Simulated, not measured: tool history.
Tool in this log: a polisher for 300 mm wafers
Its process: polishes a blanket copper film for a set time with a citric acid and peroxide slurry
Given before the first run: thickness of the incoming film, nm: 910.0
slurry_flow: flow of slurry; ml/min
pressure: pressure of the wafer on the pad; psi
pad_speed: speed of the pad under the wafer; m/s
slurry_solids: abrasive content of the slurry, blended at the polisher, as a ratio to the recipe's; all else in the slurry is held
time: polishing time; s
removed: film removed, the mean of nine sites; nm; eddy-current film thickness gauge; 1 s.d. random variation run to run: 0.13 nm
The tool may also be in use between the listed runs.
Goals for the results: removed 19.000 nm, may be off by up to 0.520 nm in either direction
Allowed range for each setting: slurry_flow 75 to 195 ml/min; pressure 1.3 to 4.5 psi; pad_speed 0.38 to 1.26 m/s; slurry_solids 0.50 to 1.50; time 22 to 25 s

run,hour,slurry_flow,pressure,pad_speed,slurry_solids,time,removed
1,0.0,125,2.9,0.82,1.00,25,40.350
2,2.8,120,2.5,0.78,1.00,25,33.817
3,7.7,120,3.1,0.78,1.00,25,41.210
4,9.7,120,3.1,0.78,1.00,22,35.434
5,12.1,120,3.1,0.78,0.90,22,35.358
6,14.3,140,3.1,0.78,0.90,22,36.565
7,15.9,130,2.6,0.76,0.90,22,29.704
8,24.2,125,2.3,0.76,0.90,22,26.713
9,32.8,120,2.1,0.76,0.90,22,24.379
10,39.5,110,2.0,0.76,0.90,22,22.746
11,48.2,105,1.9,0.76,0.90,22,21.615
12,52.4,100,1.9,0.76,0.90,22,21.616
13,57.1,100,1.9,0.76,0.90,22,21.602
14,63.3,95,1.8,0.76,0.90,22,20.262

Below are 5 possible settings for the next run. Only one of them brings all results inside the allowed miss of their targets. Which is it?
A,69.5,95,2.2,0.60,1.05,25,?
B,69.5,75,1.8,0.76,0.75,22,?
C,69.5,110,1.6,0.70,1.00,22,?
D,69.5,75,2.0,0.62,0.95,25,?
E,69.5,85,2.0,0.66,0.75,22,?

move,removed
A,22.183
B,17.915
C,17.857
D,19.089
E,17.940
A: its largest miss is bigger than the last run's
B: carries the result that was furthest off beyond its target, to the other side
C: carries the result that was furthest off beyond its target, to the other side
D: all results in spec
E: carries the result that was furthest off beyond its target, to the other side
The move that meets every target is D.
